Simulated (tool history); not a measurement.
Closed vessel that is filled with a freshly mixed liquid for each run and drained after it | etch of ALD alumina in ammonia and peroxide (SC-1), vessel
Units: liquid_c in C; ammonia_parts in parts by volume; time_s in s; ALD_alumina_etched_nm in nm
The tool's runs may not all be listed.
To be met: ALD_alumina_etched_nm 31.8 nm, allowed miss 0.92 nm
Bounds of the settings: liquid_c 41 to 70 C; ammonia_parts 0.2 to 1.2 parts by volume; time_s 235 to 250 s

run,hour,liquid_c,ammonia_parts,time_s,ALD_alumina_etched_nm
1,0,57,0.9,235,20.957
2,6.7,62.5,0.9,235,28.021
3,11.1,63,0.9,235,28.576
4,13.6,63,0.9,235,28.928
5,17.2,70,0.9,235,40.823
6,18.5,70,0.9,235,41.038
7,19.2,69,0.9,235,39.219
8,20.4,68.5,0.9,235,37.964
9,28.5,68,0.9,235,37.139
10,32.6,67.5,0.9,235,36.23
11,37.7,67,0.9,235,35.019

5 next moves are on the table. One of them brings every result within its allowed miss. Which?
A,42.8,68.5,0.65,250,?
B,42.8,66.5,0.9,250,?
C,42.8,69.5,1.15,235,?
D,42.8,66,0.8,240,?
E,42.8,66,0.55,235,?

move,ALD_alumina_etched_nm
A,39.239
B,36.701
C,40.853
D,33.996
E,32.13
A: further off than the last run
B: further off than the last run
C: further off than the last run
D: nearer than the last run, and not there yet
E: meets every target
The right move is E.
